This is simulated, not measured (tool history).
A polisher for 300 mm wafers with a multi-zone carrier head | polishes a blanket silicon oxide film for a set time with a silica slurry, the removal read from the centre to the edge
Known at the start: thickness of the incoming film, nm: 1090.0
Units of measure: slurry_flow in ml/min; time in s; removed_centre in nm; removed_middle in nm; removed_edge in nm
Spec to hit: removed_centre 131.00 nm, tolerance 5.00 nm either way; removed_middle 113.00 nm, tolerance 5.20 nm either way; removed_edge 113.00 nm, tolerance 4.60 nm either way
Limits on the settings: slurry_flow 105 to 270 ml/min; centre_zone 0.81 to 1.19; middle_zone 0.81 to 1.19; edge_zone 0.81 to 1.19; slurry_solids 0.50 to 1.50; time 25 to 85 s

run  hour  slurry_flow  centre_zone  middle_zone  edge_zone  slurry_solids  time  removed_centre  removed_middle  removed_edge
  1   0.0          175         1.00         1.00       1.00           1.00    55          164.62          165.36        170.64
  2   6.4          205         1.00         1.00       1.00           1.00    55          165.28          168.70        172.49
  3   6.9          205         1.00         1.00       1.04           1.00    55          167.27          167.05        179.90
  4  10.7          205         1.00         1.00       1.04           1.00    62          189.74          184.58        201.16
  5  16.5          200         1.02         0.97       0.99           0.90    59          176.37          161.93        175.45
  6  21.3          215         1.02         0.97       0.99           0.90    59          176.51          167.83        178.62
  7  27.0          205         1.03         0.95       0.95           0.80    57          159.83          149.18        158.29
  8  34.5          195         1.05         0.94       0.92           0.75    56          155.22          137.94        146.12
  9  39.2          185         1.06         0.94       0.89           0.70    56          147.80          136.92        136.37
 10  48.0          175         1.07         0.92       0.87           0.65    56          142.10          123.90        133.46
 11  51.3          170         1.08         0.93       0.86           0.60    56          135.92          118.52        123.87
 12  60.3          165         1.09         0.94       0.85           0.60    56          139.13          120.45        120.47
 13  62.5          155         1.09         0.94       0.84           0.60    56          135.79          119.03        121.69
     66.7  -- edge zone pressure recalibrated
 14  66.7          150         1.10         0.94       0.83           0.60    56          134.95          119.12        115.33
 15  74.5          145         1.10         0.93       0.83           0.60    56          136.56          115.83        114.23

5 candidate next runs follow, results not yet known. Just one meets every target within its allowed miss. Identify it.
  A  82.3          145         1.09         0.92       0.85           0.50    61               ?               ?             ?
  B  82.3          175         0.93         0.93       0.88           0.65    55               ?               ?             ?
  C  82.3          170         0.96         0.86       0.97           0.50    64               ?               ?             ?
  D  82.3          105         1.12         1.03       0.81           0.65    54               ?               ?             ?
  E  82.3          180         1.10         0.84       0.88           0.50    59               ?               ?             ?

move  removed_centre  removed_middle  removed_edge
   A          129.92          111.80        111.48
   B          121.77          123.13        122.72
   C          123.03          113.13        126.14
   D          133.36          123.45        110.77
   E          130.43          102.91        111.71
A: in spec on every target
B: carries the result that was furthest off beyond its target, to the other side
C: carries the result that was furthest off beyond its target, to the other side
D: corrects the largest miss of the last run, while another result sits out of spec
E: corrects the largest miss of the last run, while another result sits out of spec
Correct choice: A, which meets every target

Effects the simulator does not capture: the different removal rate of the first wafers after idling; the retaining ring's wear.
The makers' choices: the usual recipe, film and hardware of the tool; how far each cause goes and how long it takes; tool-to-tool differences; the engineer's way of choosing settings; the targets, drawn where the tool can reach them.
